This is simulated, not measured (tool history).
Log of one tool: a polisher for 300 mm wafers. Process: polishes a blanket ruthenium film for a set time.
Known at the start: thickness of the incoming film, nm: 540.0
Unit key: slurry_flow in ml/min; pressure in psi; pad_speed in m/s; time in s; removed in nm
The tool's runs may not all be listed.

run,hour,slurry_flow,pressure,pad_speed,time,removed
1,0,200,1.7,0.78,52,32.487
2,1.9,195,1.6,0.78,52,31.206
3,4.3,195,1.5,0.76,52,29.453
4,11.9,195,1.5,0.76,55,30.908
# hour 19.3: head pressure recalibrated
5,19.3,195,1.4,0.74,55,30.514
6,28,190,1.3,0.7,55,28.069
7,28.5,190,1.2,0.66,55,25.37
8,36.8,190,1.2,0.66,55,25.045
9,43.3,190,1.1,0.64,55,23.464
10,46.4,190,1.1,0.62,55,23.099
11,50.7,190,1.1,0.6,55,22.387
12,58.7,190,1.1,0.58,55,21.93
13,66.1,190,0.9,0.56,55,18.897

What does the tool deliver on the next run?
14,72.8,190,0.8,0.56,55,?

removed: 17.873 nm
